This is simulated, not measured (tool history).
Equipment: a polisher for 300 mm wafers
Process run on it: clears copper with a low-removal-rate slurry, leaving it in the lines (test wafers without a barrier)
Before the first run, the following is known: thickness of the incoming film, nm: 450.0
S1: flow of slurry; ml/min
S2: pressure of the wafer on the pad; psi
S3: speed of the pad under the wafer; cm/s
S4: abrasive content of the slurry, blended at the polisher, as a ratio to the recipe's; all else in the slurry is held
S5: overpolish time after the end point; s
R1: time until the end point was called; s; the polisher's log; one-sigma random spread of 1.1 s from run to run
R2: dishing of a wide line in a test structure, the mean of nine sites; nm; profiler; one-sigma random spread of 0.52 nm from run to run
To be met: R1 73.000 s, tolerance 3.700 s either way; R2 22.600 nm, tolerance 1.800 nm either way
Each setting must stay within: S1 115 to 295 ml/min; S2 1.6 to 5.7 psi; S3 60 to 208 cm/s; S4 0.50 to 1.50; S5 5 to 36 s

Run 1, day 0.000: S1 190 ml/min, S2 3.6 psi, S3 134 cm/s, S4 1.00, S5 18 s. Result: R1 84.454 s, R2 57.494 nm.
Run 2, day 0.242: S1 190 ml/min, S2 3.6 psi, S3 134 cm/s, S4 0.90, S5 18 s. Result: R1 85.045 s, R2 57.552 nm.
Run 3, day 0.483: S1 190 ml/min, S2 3.1 psi, S3 134 cm/s, S4 0.90, S5 18 s. Result: R1 98.324 s, R2 50.569 nm.
Run 4, day 0.808: S1 190 ml/min, S2 2.9 psi, S3 142 cm/s, S4 0.95, S5 17 s. Result: R1 97.528 s, R2 47.151 nm.
Run 5, day 1.008: S1 195 ml/min, S2 2.8 psi, S3 150 cm/s, S4 1.00, S5 16 s. Result: R1 96.044 s, R2 47.253 nm.
Run 6, day 1.129: S1 195 ml/min, S2 2.8 psi, S3 150 cm/s, S4 0.80, S5 16 s. Result: R1 102.490 s, R2 46.107 nm.
Run 7, day 1.450: S1 185 ml/min, S2 2.8 psi, S3 152 cm/s, S4 0.90, S5 15 s. Result: R1 97.854 s, R2 43.956 nm.
Run 8, day 1.675: S1 175 ml/min, S2 2.7 psi, S3 158 cm/s, S4 0.95, S5 14 s. Result: R1 96.230 s, R2 42.486 nm.
Run 9, day 1.950: S1 170 ml/min, S2 2.6 psi, S3 164 cm/s, S4 1.00, S5 13 s. Result: R1 97.707 s, R2 40.071 nm.
Run 10, day 2.267: S1 215 ml/min, S2 2.0 psi, S3 200 cm/s, S4 1.25, S5 5 s. Result: R1 96.012 s, R2 16.770 nm.
At day 2.575: slurry nozzle cleaned.
Run 11, day 2.575: S1 215 ml/min, S2 2.0 psi, S3 200 cm/s, S4 1.25, S5 5 s. Result: R1 92.540 s, R2 17.512 nm.
Run 12, day 2.808: S1 215 ml/min, S2 2.1 psi, S3 200 cm/s, S4 1.25, S5 5 s. Result: R1 89.263 s, R2 18.391 nm.
Run 13, day 3.096: S1 215 ml/min, S2 2.2 psi, S3 200 cm/s, S4 1.25, S5 5 s. Result: R1 85.163 s, R2 18.866 nm.

Consider the 4 candidate settings below. Which is the only one whose results all fall within their allowed miss of target?
Run A, day 3.383: S1 230 ml/min, S2 2.1 psi, S3 174 cm/s, S4 1.10, S5 5 s. Result: R1 ?, R2 ?.
Run B, day 3.383: S1 210 ml/min, S2 2.3 psi, S3 200 cm/s, S4 1.20, S5 5 s. Result: R1 ?, R2 ?.
Run C, day 3.383: S1 235 ml/min, S2 2.2 psi, S3 198 cm/s, S4 1.30, S5 6 s. Result: R1 ?, R2 ?.
Run D, day 3.383: S1 165 ml/min, S2 2.9 psi, S3 180 cm/s, S4 1.40, S5 5 s. Result: R1 ?, R2 ?.

move       R1      R2
   A  105.080  15.688
   B   83.763  19.346
   C   85.968  22.214
   D   73.109  22.037
A: the biggest miss grows against the last run
B: moves toward the targets from the last run without getting all of them in spec
C: the biggest miss grows against the last run
D: in spec on every target
D is the move that brings every result within its allowed miss.
